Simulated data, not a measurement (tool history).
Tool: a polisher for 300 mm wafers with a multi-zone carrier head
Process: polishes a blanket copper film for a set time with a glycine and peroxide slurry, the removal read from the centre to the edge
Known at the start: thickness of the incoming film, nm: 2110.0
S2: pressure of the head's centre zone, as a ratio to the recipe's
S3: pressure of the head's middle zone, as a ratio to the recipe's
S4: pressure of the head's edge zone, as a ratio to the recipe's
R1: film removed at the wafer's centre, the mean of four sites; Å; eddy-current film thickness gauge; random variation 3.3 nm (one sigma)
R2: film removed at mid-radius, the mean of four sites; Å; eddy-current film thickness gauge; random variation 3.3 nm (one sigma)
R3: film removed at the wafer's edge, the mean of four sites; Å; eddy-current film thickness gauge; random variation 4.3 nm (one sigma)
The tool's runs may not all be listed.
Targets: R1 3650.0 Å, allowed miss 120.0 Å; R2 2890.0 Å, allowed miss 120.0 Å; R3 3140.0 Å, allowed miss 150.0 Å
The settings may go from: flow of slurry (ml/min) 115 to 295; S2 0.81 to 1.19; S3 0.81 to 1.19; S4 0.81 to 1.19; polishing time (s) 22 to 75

run 1 hour=0.0 | flow_of_slurry_(ml/min)=190 S2=1.00 S3=1.00 S4=1.00 polishing_time_(s)=48 | R1=2150.5 R2=2131.7 R3=2280.5
run 2 hour=0.9 | flow_of_slurry_(ml/min)=210 S2=1.06 S3=1.00 S4=1.01 polishing_time_(s)=52 | R1=2568.4 R2=2455.9 R3=2536.1
run 3 hour=5.5 | flow_of_slurry_(ml/min)=225 S2=1.10 S3=0.97 S4=1.03 polishing_time_(s)=54 | R1=2790.7 R2=2473.7 R3=2680.4
run 4 hour=6.7 | flow_of_slurry_(ml/min)=235 S2=1.13 S3=0.96 S4=1.03 polishing_time_(s)=56 | R1=2997.2 R2=2637.8 R3=2739.7
run 5 hour=10.2 | flow_of_slurry_(ml/min)=240 S2=1.15 S3=0.94 S4=1.04 polishing_time_(s)=58 | R1=3199.9 R2=2611.9 R3=2836.8
run 6 hour=14.5 | flow_of_slurry_(ml/min)=215 S2=1.15 S3=0.94 S4=1.04 polishing_time_(s)=58 | R1=3129.8 R2=2570.5 R3=2836.4
run 7 hour=21.4 | flow_of_slurry_(ml/min)=215 S2=1.15 S3=0.94 S4=1.04 polishing_time_(s)=58 | R1=3120.8 R2=2564.5 R3=2842.9
run 8 hour=23.8 | flow_of_slurry_(ml/min)=225 S2=1.16 S3=0.94 S4=1.05 polishing_time_(s)=59 | R1=3202.9 R2=2687.8 R3=2922.1
-- hour=29.6 slurry nozzle cleaned
run 9 hour=29.6 | flow_of_slurry_(ml/min)=225 S2=1.16 S3=0.94 S4=1.05 polishing_time_(s)=59 | R1=3496.8 R2=2892.2 R3=3102.3

4 next moves are on the table. One of them brings every result within its allowed miss. Which?
run A hour=35.4 | flow_of_slurry_(ml/min)=220 S2=1.17 S3=1.00 S4=1.16 polishing_time_(s)=55 | R1=? R2=? R3=?
run B hour=35.4 | flow_of_slurry_(ml/min)=210 S2=1.10 S3=0.96 S4=1.08 polishing_time_(s)=62 | R1=? R2=? R3=?
run C hour=35.4 | flow_of_slurry_(ml/min)=260 S2=1.17 S3=0.91 S4=1.02 polishing_time_(s)=59 | R1=? R2=? R3=?
run D hour=35.4 | flow_of_slurry_(ml/min)=255 S2=1.13 S3=1.01 S4=1.19 polishing_time_(s)=56 | R1=? R2=? R3=?

move=A R1=3283.7 R2=2795.7 R3=3119.5
move=B R1=3451.7 R2=3026.1 R3=3375.4
move=C R1=3605.1 R2=2831.9 R3=3191.6
move=D R1=3298.0 R2=2926.7 R3=3265.2
A: further off than the last run
B: further off than the last run
C: meets every target
D: further off than the last run
Move C is the one to make.
